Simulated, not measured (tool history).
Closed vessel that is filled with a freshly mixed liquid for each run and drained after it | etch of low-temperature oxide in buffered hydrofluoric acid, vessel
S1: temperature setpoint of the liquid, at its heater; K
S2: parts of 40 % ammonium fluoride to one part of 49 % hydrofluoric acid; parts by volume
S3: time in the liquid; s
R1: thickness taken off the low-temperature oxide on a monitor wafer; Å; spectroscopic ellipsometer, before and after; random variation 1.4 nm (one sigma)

| run | hour | S1 | S2 | S3 | R1 |
|---|---|---|---|---|---|
| 1 | 0.0 | 295.15 | 13 | 105 | 1998.8 |
| 2 | 3.1 | 293.65 | 13 | 105 | 1839.3 |
| 3 | 4.0 | 292.65 | 13 | 105 | 1732.3 |
| 4 | 7.9 | 290.65 | 13 | 105 | 1562.3 |
| 5 | 11.6 | 291.65 | 13 | 105 | 1639.9 |
| 6 | 15.4 | 292.65 | 13 | 105 | 1744.0 |
| 7 | 18.9 | 293.65 | 13 | 105 | 1841.2 |
| 8 | 25.3 | 293.65 | 13 | 105 | 1847.0 |
| 9 | 33.7 | 294.15 | 13 | 105 | 1902.2 |
| 10 | 37.2 | 294.65 | 13 | 105 | 1949.0 |
| 11 | 38.9 | 295.15 | 13 | 105 | 2005.4 |

Run 12 comes next. What will it give?
| 12 | 40.4 | 295.65 | 13 | 105 | ? |

R1: 2056.5 Å
